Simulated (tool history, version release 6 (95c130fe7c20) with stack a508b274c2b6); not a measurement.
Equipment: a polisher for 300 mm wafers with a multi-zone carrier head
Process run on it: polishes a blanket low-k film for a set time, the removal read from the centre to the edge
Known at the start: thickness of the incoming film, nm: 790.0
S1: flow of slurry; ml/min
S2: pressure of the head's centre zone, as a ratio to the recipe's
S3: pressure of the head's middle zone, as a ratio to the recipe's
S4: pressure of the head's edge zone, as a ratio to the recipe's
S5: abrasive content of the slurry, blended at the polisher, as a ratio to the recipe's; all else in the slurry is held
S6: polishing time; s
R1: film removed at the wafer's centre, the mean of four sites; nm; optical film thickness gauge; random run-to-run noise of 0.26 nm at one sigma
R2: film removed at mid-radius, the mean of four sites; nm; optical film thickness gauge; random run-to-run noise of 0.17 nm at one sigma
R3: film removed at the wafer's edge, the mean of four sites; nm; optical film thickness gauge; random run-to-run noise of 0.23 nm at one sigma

run,hour,S1,S2,S3,S4,S5,S6,R1,R2,R3
1,0.0,165,1.00,1.00,1.00,1.00,38,13.268,13.757,13.869
2,5.1,165,1.00,1.06,1.00,1.00,38,13.393,14.419,13.775
3,7.1,170,1.02,1.06,1.02,1.05,38,14.075,14.497,14.283
4,15.3,190,1.02,1.06,1.02,1.05,38,14.663,14.855,14.552
5,16.2,195,1.03,1.07,1.03,1.10,38,14.652,15.501,14.592
6,20.2,195,0.97,1.07,1.03,1.10,38,14.083,15.400,14.824
7,24.7,200,1.00,1.06,1.04,1.15,39,14.768,16.056,15.772
8,32.3,210,1.02,1.04,1.02,1.20,40,16.342,16.686,16.160
9,36.1,210,1.12,1.01,1.12,1.45,43,20.723,18.962,19.230
10,44.4,215,1.13,1.01,1.13,1.45,43,20.428,18.792,19.894
11,50.4,220,1.14,1.01,1.12,1.45,43,21.205,18.798,19.488

Estimate the outcome of run 12 from the log above:
12,52.9,225,1.15,1.01,1.12,1.45,43,?,?,?

Run 12 measured R1 21.310 nm, R2 18.895 nm, R3 19.402 nm.
